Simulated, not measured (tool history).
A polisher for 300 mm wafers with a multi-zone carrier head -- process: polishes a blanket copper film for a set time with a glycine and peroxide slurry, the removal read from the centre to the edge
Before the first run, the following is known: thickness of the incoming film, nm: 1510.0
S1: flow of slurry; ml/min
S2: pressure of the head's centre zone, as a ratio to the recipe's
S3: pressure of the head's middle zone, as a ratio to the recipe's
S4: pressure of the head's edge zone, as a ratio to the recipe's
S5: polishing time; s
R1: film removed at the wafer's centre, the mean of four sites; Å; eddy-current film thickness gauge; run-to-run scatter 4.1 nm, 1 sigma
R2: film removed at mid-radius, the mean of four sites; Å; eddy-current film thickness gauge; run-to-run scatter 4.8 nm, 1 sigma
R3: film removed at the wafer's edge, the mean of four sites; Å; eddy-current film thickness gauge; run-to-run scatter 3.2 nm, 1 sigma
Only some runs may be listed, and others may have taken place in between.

run	day	S1	S2	S3	S4	S5	R1	R2	R3
1	0.000	135	1.00	1.00	1.00	40	2254.1	2155.6	2286.2
2	0.208	145	0.98	1.04	1.04	45	2557.1	2560.0	2699.8
3	0.483	155	0.97	1.08	1.07	48	2742.3	2892.9	2944.1
4	0.712	155	0.97	1.08	1.14	48	2742.0	2866.3	3039.4
5	0.746	160	0.96	1.10	1.15	50	2907.9	3128.1	3131.1
6	0.917	160	1.02	1.10	1.15	50	3016.1	3125.8	3221.0
7	1.075	155	0.99	1.11	1.16	52	2965.1	3252.0	3375.0
8	1.100	160	1.00	1.12	1.16	53	3169.5	3400.7	3379.3
9	1.225	160	1.00	1.12	1.16	53	3091.7	3347.1	3386.8

The next listed run, before its measurement:
10	1.388	160	0.99	1.13	1.17	54	?	?	?

R1: 3124.7 Å
R2: 3452.5 Å
R3: 3490.0 Å
